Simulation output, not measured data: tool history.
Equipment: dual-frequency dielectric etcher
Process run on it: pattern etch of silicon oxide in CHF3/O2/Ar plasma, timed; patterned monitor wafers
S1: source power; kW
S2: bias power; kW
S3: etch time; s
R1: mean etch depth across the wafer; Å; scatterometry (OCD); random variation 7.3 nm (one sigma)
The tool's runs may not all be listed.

{"run": 1, "hour": 0.0, "S1": 0.9, "S2": 0.158, "S3": 821.5, "R1": 17634}
{"run": 2, "hour": 2.8, "S1": 0.86, "S2": 0.157, "S3": 821.5, "R1": 17215}
{"run": 3, "hour": 4.8, "S1": 0.86, "S2": 0.157, "S3": 821.5, "R1": 17263}
{"run": 4, "hour": 9.0, "S1": 0.86, "S2": 0.157, "S3": 855.0, "R1": 18092}
{"run": 5, "hour": 16.5, "S1": 0.81, "S2": 0.156, "S3": 855.0, "R1": 17709}
{"run": 6, "hour": 20.3, "S1": 0.81, "S2": 0.135, "S3": 855.0, "R1": 16801}

Run 7 has not been measured yet. What should we expect?
{"run": 7, "hour": 24.5, "S1": 0.79, "S2": 0.135, "S3": 855.0, "R1": "?"}

Run 7 measured R1 16731 Å.

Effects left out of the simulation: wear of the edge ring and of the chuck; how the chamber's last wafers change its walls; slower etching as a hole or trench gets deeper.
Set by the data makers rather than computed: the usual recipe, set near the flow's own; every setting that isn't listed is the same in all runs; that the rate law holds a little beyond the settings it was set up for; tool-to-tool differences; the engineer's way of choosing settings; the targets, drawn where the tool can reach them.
